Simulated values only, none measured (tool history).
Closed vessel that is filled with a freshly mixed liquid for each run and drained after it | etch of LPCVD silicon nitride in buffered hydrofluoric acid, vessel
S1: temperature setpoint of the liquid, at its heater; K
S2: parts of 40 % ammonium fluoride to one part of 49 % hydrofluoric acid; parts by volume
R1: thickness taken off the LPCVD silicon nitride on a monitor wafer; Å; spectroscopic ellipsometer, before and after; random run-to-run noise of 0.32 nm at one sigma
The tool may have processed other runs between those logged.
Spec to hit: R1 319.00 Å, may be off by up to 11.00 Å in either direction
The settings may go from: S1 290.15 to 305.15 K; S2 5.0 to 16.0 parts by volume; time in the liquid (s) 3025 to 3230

{"run": 1, "hour": 0.0, "S1": 298.15, "S2": 9.5, "time in the liquid (s)": 3025, "R1": 446.87}
{"run": 2, "hour": 8.5, "S1": 298.15, "S2": 9.5, "time in the liquid (s)": 3230, "R1": 469.55}
{"run": 3, "hour": 12.2, "S1": 298.15, "S2": 11.0, "time in the liquid (s)": 3230, "R1": 410.44}
{"run": 4, "hour": 17.8, "S1": 298.15, "S2": 8.5, "time in the liquid (s)": 3230, "R1": 528.22}
{"run": 5, "hour": 24.5, "S1": 301.65, "S2": 8.5, "time in the liquid (s)": 3230, "R1": 627.25}
{"run": 6, "hour": 25.7, "S1": 301.65, "S2": 7.0, "time in the liquid (s)": 3230, "R1": 773.58}
{"run": 7, "hour": 32.7, "S1": 299.65, "S2": 7.5, "time in the liquid (s)": 3225, "R1": 638.79}
{"run": 8, "hour": 34.2, "S1": 295.65, "S2": 8.5, "time in the liquid (s)": 3220, "R1": 460.93}
{"run": 9, "hour": 38.3, "S1": 294.65, "S2": 8.5, "time in the liquid (s)": 3220, "R1": 429.48}
{"run": 10, "hour": 40.9, "S1": 293.65, "S2": 8.5, "time in the liquid (s)": 3220, "R1": 404.93}
{"run": 11, "hour": 45.8, "S1": 293.15, "S2": 8.5, "time in the liquid (s)": 3220, "R1": 389.05}
{"run": 12, "hour": 49.9, "S1": 292.65, "S2": 8.5, "time in the liquid (s)": 3220, "R1": 385.42}
{"run": 13, "hour": 55.4, "S1": 292.15, "S2": 8.5, "time in the liquid (s)": 3220, "R1": 373.29}
{"run": 14, "hour": 56.8, "S1": 291.65, "S2": 8.5, "time in the liquid (s)": 3220, "R1": 356.93}
{"run": 15, "hour": 64.3, "S1": 291.15, "S2": 8.5, "time in the liquid (s)": 3220, "R1": 346.05}
{"run": 16, "hour": 68.4, "S1": 290.65, "S2": 8.5, "time in the liquid (s)": 3220, "R1": 345.86}

4 next moves are on the table. One of them brings every result within its allowed miss. Which?
{"run": "A", "hour": 72.5, "S1": 291.15, "S2": 8.0, "time in the liquid (s)": 3230, "R1": "?"}
{"run": "B", "hour": 72.5, "S1": 290.65, "S2": 8.5, "time in the liquid (s)": 3045, "R1": "?"}
{"run": "C", "hour": 72.5, "S1": 291.65, "S2": 9.0, "time in the liquid (s)": 3205, "R1": "?"}
{"run": "D", "hour": 72.5, "S1": 290.15, "S2": 7.5, "time in the liquid (s)": 3130, "R1": "?"}

move=A R1=384.53
move=B R1=329.93
move=C R1=345.40
move=D R1=377.50
A: further off than the last run
B: all results land within tolerance of their targets
C: no better and no worse than the last run
D: further off than the last run
The right move is B.
